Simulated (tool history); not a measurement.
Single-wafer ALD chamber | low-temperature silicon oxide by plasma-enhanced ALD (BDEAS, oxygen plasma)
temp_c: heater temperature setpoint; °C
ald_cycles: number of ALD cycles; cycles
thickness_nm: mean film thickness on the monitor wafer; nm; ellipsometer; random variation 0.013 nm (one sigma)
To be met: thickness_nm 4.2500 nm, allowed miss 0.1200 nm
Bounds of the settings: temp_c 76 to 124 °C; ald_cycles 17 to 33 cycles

run  hour  temp_c  ald_cycles  thickness_nm
  1   0.0     100          25        3.4633
  2   4.7      99          26        3.6030
  3  11.5     104          26        3.5449
  4  17.8     102          27        3.7018
  5  26.3     100          28        3.8273
  6  32.2      95          28        3.9353
  7  33.0      93          28        3.9619
  8  36.3      92          28        3.9585
  9  41.1      91          28        3.9579
 10  42.4      90          28        3.9654
 11  45.7      89          28        3.9969
 12  47.2      88          28        3.9977
 13  53.4      87          28        4.0011

5 next moves are on the table. One of them brings every result within its allowed miss. Which?
  A  59.6      90          26             ?
  B  59.6      89          27             ?
  C  59.6      80          25             ?
  D  59.6      79          25             ?
  E  59.6      92          30             ?

move  thickness_nm
   A        3.6994
   B        3.8535
   C        3.6666
   D        3.6776
   E        4.2422
A: further off than the last run
B: further off than the last run
C: further off than the last run
D: further off than the last run
E: meets every target
The right move is E.

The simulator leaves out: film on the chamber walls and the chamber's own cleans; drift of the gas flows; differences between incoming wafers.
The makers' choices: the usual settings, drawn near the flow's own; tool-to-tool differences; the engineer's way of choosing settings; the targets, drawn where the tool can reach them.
